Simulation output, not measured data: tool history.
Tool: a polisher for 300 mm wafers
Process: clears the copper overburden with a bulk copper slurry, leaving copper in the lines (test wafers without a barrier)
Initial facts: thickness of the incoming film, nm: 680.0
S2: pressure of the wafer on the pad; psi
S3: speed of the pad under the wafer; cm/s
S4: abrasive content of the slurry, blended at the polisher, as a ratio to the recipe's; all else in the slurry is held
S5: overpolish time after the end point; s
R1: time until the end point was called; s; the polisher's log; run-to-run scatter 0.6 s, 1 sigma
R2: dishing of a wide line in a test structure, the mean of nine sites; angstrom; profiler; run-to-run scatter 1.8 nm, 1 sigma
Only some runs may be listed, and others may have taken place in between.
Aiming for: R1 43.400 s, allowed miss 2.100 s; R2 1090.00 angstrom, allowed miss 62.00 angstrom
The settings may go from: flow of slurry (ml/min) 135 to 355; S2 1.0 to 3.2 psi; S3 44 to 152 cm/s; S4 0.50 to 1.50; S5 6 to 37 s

run 1 hour=0.0 | flow_of_slurry_(ml/min)=225 S2=2.1 S3=98 S4=1.00 S5=19 | R1=82.724 R2=717.06
run 2 hour=6.8 | flow_of_slurry_(ml/min)=225 S2=2.4 S3=102 S4=1.00 S5=19 | R1=69.585 R2=813.91
run 3 hour=13.6 | flow_of_slurry_(ml/min)=225 S2=2.4 S3=102 S4=0.80 S5=19 | R1=71.886 R2=792.89
run 4 hour=20.3 | flow_of_slurry_(ml/min)=225 S2=2.7 S3=102 S4=0.80 S5=19 | R1=63.698 R2=849.12
run 5 hour=21.2 | flow_of_slurry_(ml/min)=225 S2=2.8 S3=106 S4=0.80 S5=19 | R1=61.019 R2=898.60
run 6 hour=22.3 | flow_of_slurry_(ml/min)=225 S2=2.9 S3=112 S4=0.80 S5=18 | R1=56.726 R2=914.91
run 7 hour=28.1 | flow_of_slurry_(ml/min)=230 S2=3.0 S3=118 S4=0.80 S5=18 | R1=51.537 R2=984.16
run 8 hour=32.4 | flow_of_slurry_(ml/min)=230 S2=3.1 S3=122 S4=0.80 S5=18 | R1=48.383 R2=986.34
run 9 hour=41.0 | flow_of_slurry_(ml/min)=230 S2=3.1 S3=124 S4=0.80 S5=18 | R1=47.276 R2=999.13
run 10 hour=42.8 | flow_of_slurry_(ml/min)=230 S2=3.1 S3=126 S4=0.80 S5=18 | R1=47.864 R2=970.14
run 11 hour=46.5 | flow_of_slurry_(ml/min)=230 S2=3.1 S3=128 S4=0.80 S5=19 | R1=47.413 R2=1059.70
run 12 hour=53.6 | flow_of_slurry_(ml/min)=230 S2=3.1 S3=130 S4=0.80 S5=19 | R1=46.556 R2=1065.90

Which of these 5 next moves meets every target?
run A hour=60.7 | flow_of_slurry_(ml/min)=215 S2=3.1 S3=124 S4=0.80 S5=16 | R1=? R2=?
run B hour=60.7 | flow_of_slurry_(ml/min)=230 S2=2.8 S3=136 S4=0.75 S5=22 | R1=? R2=?
run C hour=60.7 | flow_of_slurry_(ml/min)=210 S2=3.2 S3=114 S4=0.70 S5=21 | R1=? R2=?
run D hour=60.7 | flow_of_slurry_(ml/min)=235 S2=2.8 S3=132 S4=0.85 S5=22 | R1=? R2=?
run E hour=60.7 | flow_of_slurry_(ml/min)=270 S2=3.1 S3=132 S4=0.95 S5=19 | R1=? R2=?

move=A R1=48.138 R2=942.11
move=B R1=49.265 R2=1038.30
move=C R1=51.416 R2=1039.60
move=D R1=49.427 R2=1037.10
move=E R1=43.359 R2=1059.80
A: further off than the last run
B: further off than the last run
C: further off than the last run
D: further off than the last run
E: all results in spec
The move that meets every target is E.
